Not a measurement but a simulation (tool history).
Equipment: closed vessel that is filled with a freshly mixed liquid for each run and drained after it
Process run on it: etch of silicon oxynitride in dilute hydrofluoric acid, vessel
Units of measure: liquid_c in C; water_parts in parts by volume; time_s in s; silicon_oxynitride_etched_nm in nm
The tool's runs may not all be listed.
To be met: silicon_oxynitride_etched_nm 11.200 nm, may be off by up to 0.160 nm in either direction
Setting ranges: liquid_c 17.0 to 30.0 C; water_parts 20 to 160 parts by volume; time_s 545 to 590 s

run,day,liquid_c,water_parts,time_s,silicon_oxynitride_etched_nm
1,0.000,22.0,90,545,17.630
2,0.300,22.0,65,545,24.903
3,0.608,21.0,70,545,22.052
4,0.667,20.5,75,545,19.967
5,0.888,20.5,75,590,21.681
6,1.246,20.5,95,590,16.846
7,1.483,20.0,95,590,16.355
8,1.688,20.0,95,590,16.364
9,1.904,17.0,120,590,10.986

Below are 4 possible settings for the next run. Only one of them brings all results inside the allowed miss of their targets. Which is it?
A,2.121,17.0,115,590,?
B,2.121,18.0,125,575,?
C,2.121,18.0,120,575,?
D,2.121,18.5,115,555,?

move,silicon_oxynitride_etched_nm
A,11.489
B,10.754
C,11.239
D,11.640
A: moves the result that the last run missed by most past its target, out the other side
B: further off than the last run
C: every result within its allowed miss
D: moves the result that the last run missed by most past its target, out the other side
C is the move that brings every result within its allowed miss.
